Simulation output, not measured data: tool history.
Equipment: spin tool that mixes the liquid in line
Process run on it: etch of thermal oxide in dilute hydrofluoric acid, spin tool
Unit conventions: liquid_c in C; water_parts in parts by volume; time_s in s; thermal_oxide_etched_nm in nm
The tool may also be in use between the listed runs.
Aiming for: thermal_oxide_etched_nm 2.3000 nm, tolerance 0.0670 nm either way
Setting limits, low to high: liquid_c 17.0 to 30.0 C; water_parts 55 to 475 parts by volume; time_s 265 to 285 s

run 1 hour=0.0 | liquid_c=22.0 water_parts=265 time_s=265 | thermal_oxide_etched_nm=3.6884
run 2 hour=3.6 | liquid_c=22.0 water_parts=265 time_s=285 | thermal_oxide_etched_nm=3.9678
run 3 hour=7.4 | liquid_c=22.0 water_parts=230 time_s=285 | thermal_oxide_etched_nm=4.7425
run 4 hour=8.8 | liquid_c=22.0 water_parts=230 time_s=285 | thermal_oxide_etched_nm=4.7107
run 5 hour=16.8 | liquid_c=18.5 water_parts=230 time_s=285 | thermal_oxide_etched_nm=4.1638
run 6 hour=17.6 | liquid_c=20.5 water_parts=230 time_s=285 | thermal_oxide_etched_nm=4.4646
run 7 hour=23.8 | liquid_c=20.0 water_parts=245 time_s=285 | thermal_oxide_etched_nm=4.0021
run 8 hour=28.8 | liquid_c=19.5 water_parts=255 time_s=285 | thermal_oxide_etched_nm=3.8168
run 9 hour=31.5 | liquid_c=19.0 water_parts=270 time_s=285 | thermal_oxide_etched_nm=3.4438
run 10 hour=33.5 | liquid_c=18.5 water_parts=280 time_s=285 | thermal_oxide_etched_nm=3.2594
run 11 hour=42.3 | liquid_c=18.5 water_parts=290 time_s=285 | thermal_oxide_etched_nm=3.0704
run 12 hour=43.2 | liquid_c=18.5 water_parts=295 time_s=285 | thermal_oxide_etched_nm=3.0167
run 13 hour=48.4 | liquid_c=18.5 water_parts=300 time_s=285 | thermal_oxide_etched_nm=2.9637
run 14 hour=53.3 | liquid_c=18.5 water_parts=305 time_s=285 | thermal_oxide_etched_nm=2.9140
run 15 hour=54.5 | liquid_c=18.5 water_parts=310 time_s=285 | thermal_oxide_etched_nm=2.8654
run 16 hour=58.7 | liquid_c=18.5 water_parts=315 time_s=285 | thermal_oxide_etched_nm=2.7840
run 17 hour=66.4 | liquid_c=18.5 water_parts=320 time_s=285 | thermal_oxide_etched_nm=2.7569

Below are 4 possible settings for the next run. Only one of them brings all results inside the allowed miss of their targets. Which is it?
run A hour=74.1 | liquid_c=21.0 water_parts=350 time_s=270 | thermal_oxide_etched_nm=?
run B hour=74.1 | liquid_c=21.0 water_parts=315 time_s=275 | thermal_oxide_etched_nm=?
run C hour=74.1 | liquid_c=18.5 water_parts=345 time_s=265 | thermal_oxide_etched_nm=?
run D hour=74.1 | liquid_c=17.0 water_parts=315 time_s=265 | thermal_oxide_etched_nm=?

move=A thermal_oxide_etched_nm=2.5451
move=B thermal_oxide_etched_nm=2.9712
move=C thermal_oxide_etched_nm=2.3276
move=D thermal_oxide_etched_nm=2.4725
A: nearer than the last run, and not there yet
B: its largest miss is bigger than the last run's
C: all results in spec
D: nearer than the last run, and not there yet
C meets every target.
